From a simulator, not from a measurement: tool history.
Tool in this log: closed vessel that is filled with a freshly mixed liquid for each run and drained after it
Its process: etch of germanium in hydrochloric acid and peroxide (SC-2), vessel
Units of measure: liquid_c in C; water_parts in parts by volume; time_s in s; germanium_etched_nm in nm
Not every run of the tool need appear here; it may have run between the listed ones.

{"run": 1, "hour": 0.0, "liquid_c": 53.0, "water_parts": 7.5, "time_s": 30, "germanium_etched_nm": 111.91}
{"run": 2, "hour": 1.3, "liquid_c": 53.0, "water_parts": 6.5, "time_s": 30, "germanium_etched_nm": 113.79}
{"run": 3, "hour": 9.7, "liquid_c": 53.0, "water_parts": 4.0, "time_s": 30, "germanium_etched_nm": 115.5}
{"run": 4, "hour": 15.3, "liquid_c": 53.0, "water_parts": 4.0, "time_s": 30, "germanium_etched_nm": 115.66}
{"run": 5, "hour": 20.7, "liquid_c": 51.0, "water_parts": 4.0, "time_s": 30, "germanium_etched_nm": 110.55}
{"run": 6, "hour": 25.4, "liquid_c": 49.0, "water_parts": 4.0, "time_s": 30, "germanium_etched_nm": 102.98}
{"run": 7, "hour": 28.8, "liquid_c": 48.0, "water_parts": 4.0, "time_s": 30, "germanium_etched_nm": 96.785}
{"run": 8, "hour": 29.7, "liquid_c": 47.5, "water_parts": 4.0, "time_s": 30, "germanium_etched_nm": 97.527}

Run 9 comes next. What will it give?
{"run": 9, "hour": 38.5, "liquid_c": 47.0, "water_parts": 4.0, "time_s": 30, "germanium_etched_nm": "?"}

For run 9 the tool returned germanium_etched_nm 95.594 nm.

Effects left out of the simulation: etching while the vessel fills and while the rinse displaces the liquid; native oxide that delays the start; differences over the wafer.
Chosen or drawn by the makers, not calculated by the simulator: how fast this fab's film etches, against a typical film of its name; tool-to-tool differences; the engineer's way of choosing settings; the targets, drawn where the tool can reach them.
